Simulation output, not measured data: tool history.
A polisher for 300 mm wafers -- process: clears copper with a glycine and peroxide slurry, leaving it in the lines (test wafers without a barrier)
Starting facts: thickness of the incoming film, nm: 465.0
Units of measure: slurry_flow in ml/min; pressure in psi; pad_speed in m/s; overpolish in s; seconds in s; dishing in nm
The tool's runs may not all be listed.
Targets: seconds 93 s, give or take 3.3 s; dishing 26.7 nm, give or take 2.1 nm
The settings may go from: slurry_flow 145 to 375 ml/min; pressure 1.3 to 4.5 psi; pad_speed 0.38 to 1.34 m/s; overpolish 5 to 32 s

| run | hour | slurry_flow | pressure | pad_speed | overpolish | seconds | dishing |
|---|---|---|---|---|---|---|---|
| 1 | 0 | 240 | 2.9 | 0.86 | 16 | 100.38 | 45.633 |
| 2 | 2.4 | 240 | 2.9 | 0.86 | 14 | 102.45 | 40.536 |
| 3 | 5.9 | 240 | 2.5 | 0.86 | 14 | 113.21 | 36.541 |
| 4 | 14.1 | 240 | 2.5 | 0.78 | 14 | 123 | 34.238 |
| 5 | 22.3 | 245 | 2.6 | 0.8 | 12 | 115.42 | 30.702 |
| 6 | 26.1 | 250 | 2.7 | 0.8 | 11 | 112.55 | 29.526 |
| 7 | 30.5 | 255 | 2.8 | 0.8 | 10 | 111.53 | 28.208 |
| 8 | 37.5 | 255 | 2.9 | 0.8 | 9 | 107.69 | 27.462 |
| 9 | 38.2 | 255 | 2.9 | 0.8 | 9 | 105.07 | 25.307 |
| 10 | 43.2 | 255 | 3 | 0.8 | 9 | 103.96 | 27.19 |
| 11 | 48.4 | 265 | 3.4 | 0.82 | 6 | 92.472 | 20.631 |
| 12 | 51 | 265 | 3.4 | 0.82 | 7 | 93.746 | 23.762 |
|  | 53.6 | worn pad replaced by a new one |
| 13 | 53.6 | 265 | 3.4 | 0.82 | 8 | 86.68 | 28.907 |
| 14 | 57.3 | 260 | 3.4 | 0.82 | 8 | 86.565 | 29.036 |
| 15 | 62.3 | 265 | 3.3 | 0.82 | 8 | 87.419 | 29.499 |
| 16 | 71 | 260 | 3.3 | 0.82 | 8 | 88.258 | 27.787 |
| 17 | 76.4 | 260 | 3.3 | 0.82 | 8 | 86.7 | 27.44 |

Below are 4 possible settings for the next run. Only one of them brings all results inside the allowed miss of their targets. Which is it?
| A | 81.8 | 285 | 3 | 0.76 | 7 | ? | ? |
| B | 81.8 | 230 | 3.6 | 0.88 | 7 | ? | ? |
| C | 81.8 | 260 | 3.2 | 0.78 | 6 | ? | ? |
| D | 81.8 | 190 | 3 | 0.86 | 8 | ? | ? |

| move | seconds | dishing |
|---|---|---|
| A | 98.381 | 22.957 |
| B | 77.66 | 28.411 |
| C | 92.677 | 21.085 |
| D | 92.427 | 27.303 |
A: takes the biggest miss from the last run beyond its target
B: misses by more than the last run did
C: brings the last run's worst result on target, with another outside its allowed miss
D: hits every target within its allowed miss
Move D is the one to make.
